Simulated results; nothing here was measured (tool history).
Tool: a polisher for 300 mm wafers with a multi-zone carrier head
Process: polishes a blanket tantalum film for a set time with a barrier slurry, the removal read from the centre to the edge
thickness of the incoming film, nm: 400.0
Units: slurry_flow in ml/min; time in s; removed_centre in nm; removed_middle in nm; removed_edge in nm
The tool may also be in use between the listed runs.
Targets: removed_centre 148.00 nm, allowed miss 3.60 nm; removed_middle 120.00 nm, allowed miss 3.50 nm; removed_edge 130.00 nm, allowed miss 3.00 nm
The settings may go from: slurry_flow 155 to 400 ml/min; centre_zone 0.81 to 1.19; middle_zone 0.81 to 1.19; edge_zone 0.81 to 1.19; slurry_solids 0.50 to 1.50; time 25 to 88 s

{"run": 1, "day": 0.0, "slurry_flow": 255, "centre_zone": 1.0, "middle_zone": 1.0, "edge_zone": 1.0, "slurry_solids": 1.0, "time": 56, "removed_centre": 132.66, "removed_middle": 130.16, "removed_edge": 130.77}
{"run": 2, "day": 0.204, "slurry_flow": 260, "centre_zone": 1.02, "middle_zone": 0.98, "edge_zone": 1.0, "slurry_solids": 1.0, "time": 56, "removed_centre": 133.71, "removed_middle": 128.48, "removed_edge": 130.87}
{"run": 3, "day": 0.392, "slurry_flow": 265, "centre_zone": 1.05, "middle_zone": 0.96, "edge_zone": 1.0, "slurry_solids": 1.0, "time": 56, "removed_centre": 136.55, "removed_middle": 127.69, "removed_edge": 131.7}
{"run": 4, "day": 0.521, "slurry_flow": 265, "centre_zone": 1.08, "middle_zone": 0.94, "edge_zone": 0.99, "slurry_solids": 1.0, "time": 56, "removed_centre": 140.74, "removed_middle": 123.26, "removed_edge": 129.54}
{"run": 5, "day": 0.792, "slurry_flow": 265, "centre_zone": 1.09, "middle_zone": 0.93, "edge_zone": 0.99, "slurry_solids": 1.0, "time": 56, "removed_centre": 140.9, "removed_middle": 123.46, "removed_edge": 130.78}
{"run": 6, "day": 0.954, "slurry_flow": 265, "centre_zone": 1.09, "middle_zone": 0.93, "edge_zone": 0.99, "slurry_solids": 0.8, "time": 56, "removed_centre": 130.04, "removed_middle": 114.63, "removed_edge": 120.3}
{"run": 7, "day": 1.292, "slurry_flow": 280, "centre_zone": 1.11, "middle_zone": 0.93, "edge_zone": 1.01, "slurry_solids": 0.8, "time": 56, "removed_centre": 132.18, "removed_middle": 115.38, "removed_edge": 122.62}
{"run": 8, "day": 1.488, "slurry_flow": 290, "centre_zone": 1.13, "middle_zone": 0.93, "edge_zone": 1.01, "slurry_solids": 0.8, "time": 56, "removed_centre": 137.09, "removed_middle": 114.69, "removed_edge": 121.84}
{"run": 9, "day": 1.829, "slurry_flow": 300, "centre_zone": 1.14, "middle_zone": 0.94, "edge_zone": 1.03, "slurry_solids": 0.8, "time": 56, "removed_centre": 138.54, "removed_middle": 116.43, "removed_edge": 122.61}

Which of these 5 next moves meets every target?
{"run": "A", "day": 2.171, "slurry_flow": 330, "centre_zone": 1.09, "middle_zone": 0.94, "edge_zone": 1.0, "slurry_solids": 0.85, "time": 54, "removed_centre": "?", "removed_middle": "?", "removed_edge": "?"}
{"run": "B", "day": 2.171, "slurry_flow": 295, "centre_zone": 1.15, "middle_zone": 0.95, "edge_zone": 1.05, "slurry_solids": 0.6, "time": 64, "removed_centre": "?", "removed_middle": "?", "removed_edge": "?"}
{"run": "C", "day": 2.171, "slurry_flow": 280, "centre_zone": 1.0, "middle_zone": 0.88, "edge_zone": 1.04, "slurry_solids": 0.55, "time": 68, "removed_centre": "?", "removed_middle": "?", "removed_edge": "?"}
{"run": "D", "day": 2.171, "slurry_flow": 400, "centre_zone": 1.19, "middle_zone": 0.95, "edge_zone": 1.11, "slurry_solids": 0.85, "time": 55, "removed_centre": "?", "removed_middle": "?", "removed_edge": "?"}
{"run": "E", "day": 2.171, "slurry_flow": 300, "centre_zone": 1.07, "middle_zone": 1.01, "edge_zone": 1.02, "slurry_solids": 0.6, "time": 63, "removed_centre": "?", "removed_middle": "?", "removed_edge": "?"}

move=A removed_centre=132.92 removed_middle=117.44 removed_edge=121.57
move=B removed_centre=141.10 removed_middle=120.23 removed_edge=126.47
move=C removed_centre=126.72 removed_middle=114.29 removed_edge=127.74
move=D removed_centre=148.41 removed_middle=122.43 removed_edge=131.47
move=E removed_centre=130.89 removed_middle=124.85 removed_edge=122.89
A: further off than the last run
B: nearer than the last run, and not there yet
C: further off than the last run
D: meets every target
E: further off than the last run
Answer: D

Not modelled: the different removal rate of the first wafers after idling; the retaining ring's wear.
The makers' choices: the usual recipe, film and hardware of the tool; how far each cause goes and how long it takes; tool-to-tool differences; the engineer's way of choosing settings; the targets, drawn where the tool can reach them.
